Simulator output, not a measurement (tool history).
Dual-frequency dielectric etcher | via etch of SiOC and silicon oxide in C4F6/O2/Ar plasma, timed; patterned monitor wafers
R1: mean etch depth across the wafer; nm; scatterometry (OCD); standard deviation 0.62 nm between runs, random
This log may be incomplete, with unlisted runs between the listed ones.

Run 1, hour 0: source power (kW) 0.46, bias power (kW) 0.19, etch time (s) 87.5. Result: R1 105.59 nm.
Run 2, hour 3.7: source power (kW) 0.46, bias power (kW) 0.19, etch time (s) 91.5. Result: R1 111.21 nm.
Run 3, hour 10.2: source power (kW) 0.46, bias power (kW) 0.166, etch time (s) 91.5. Result: R1 107.92 nm.
Run 4, hour 16.8: source power (kW) 0.48, bias power (kW) 0.168, etch time (s) 91.5. Result: R1 108.46 nm.
Run 5, hour 24.5: source power (kW) 0.51, bias power (kW) 0.173, etch time (s) 91.5. Result: R1 112.88 nm.
Run 6, hour 27.2: source power (kW) 0.44, bias power (kW) 0.173, etch time (s) 91.5. Result: R1 107.55 nm.
Run 7, hour 35: source power (kW) 0.47, bias power (kW) 0.176, etch time (s) 91.5. Result: R1 109.16 nm.
Run 8, hour 43.8: source power (kW) 0.5, bias power (kW) 0.178, etch time (s) 91.5. Result: R1 112.96 nm.
Run 9, hour 44.7: source power (kW) 0.52, bias power (kW) 0.179, etch time (s) 91.5. Result: R1 113.57 nm.
Run 10, hour 45.6: source power (kW) 0.54, bias power (kW) 0.181, etch time (s) 91.5. Result: R1 114.64 nm.
Run 11, hour 53.5: source power (kW) 0.56, bias power (kW) 0.184, etch time (s) 91.5. Result: R1 116.37 nm.

Predict the results of run 12:
Run 12, hour 55.4: source power (kW) 0.57, bias power (kW) 0.186, etch time (s) 91.5. Result: R1 ?.

{"run 12": {"R1": 118.11}}

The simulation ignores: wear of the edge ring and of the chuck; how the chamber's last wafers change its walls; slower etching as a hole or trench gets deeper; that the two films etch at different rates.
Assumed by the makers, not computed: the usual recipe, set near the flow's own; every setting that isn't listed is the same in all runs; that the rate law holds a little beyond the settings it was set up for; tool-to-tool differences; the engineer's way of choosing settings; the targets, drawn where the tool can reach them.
